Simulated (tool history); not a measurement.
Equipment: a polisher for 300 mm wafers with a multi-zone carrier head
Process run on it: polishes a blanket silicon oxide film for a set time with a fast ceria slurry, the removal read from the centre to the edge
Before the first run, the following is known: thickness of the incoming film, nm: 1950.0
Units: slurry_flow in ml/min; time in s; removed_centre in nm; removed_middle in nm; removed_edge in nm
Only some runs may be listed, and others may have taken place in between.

run 1 day=0.000 | slurry_flow=155 centre_zone=1.00 middle_zone=1.00 edge_zone=1.00 time=43 | removed_centre=427.35 removed_middle=445.69 removed_edge=431.04
run 2 day=0.225 | slurry_flow=155 centre_zone=1.00 middle_zone=0.97 edge_zone=1.00 time=43 | removed_centre=437.58 removed_middle=441.11 removed_edge=435.76
run 3 day=0.250 | slurry_flow=155 centre_zone=1.00 middle_zone=0.97 edge_zone=1.00 time=37 | removed_centre=382.25 removed_middle=375.10 removed_edge=371.45
run 4 day=0.412 | slurry_flow=140 centre_zone=0.96 middle_zone=0.93 edge_zone=1.00 time=36 | removed_centre=344.11 removed_middle=345.37 removed_edge=358.39
run 5 day=0.646 | slurry_flow=155 centre_zone=0.96 middle_zone=0.93 edge_zone=1.00 time=36 | removed_centre=345.94 removed_middle=354.27 removed_edge=364.54
run 6 day=0.892 | slurry_flow=140 centre_zone=0.95 middle_zone=0.91 edge_zone=1.00 time=36 | removed_centre=337.93 removed_middle=343.14 removed_edge=356.57

For run 7, what comes out?
run 7 day=1.042 | slurry_flow=130 centre_zone=0.94 middle_zone=0.88 edge_zone=1.01 time=36 | removed_centre=? removed_middle=? removed_edge=?

removed_centre: 326.36 nm
removed_middle: 324.40 nm
removed_edge: 358.45 nm

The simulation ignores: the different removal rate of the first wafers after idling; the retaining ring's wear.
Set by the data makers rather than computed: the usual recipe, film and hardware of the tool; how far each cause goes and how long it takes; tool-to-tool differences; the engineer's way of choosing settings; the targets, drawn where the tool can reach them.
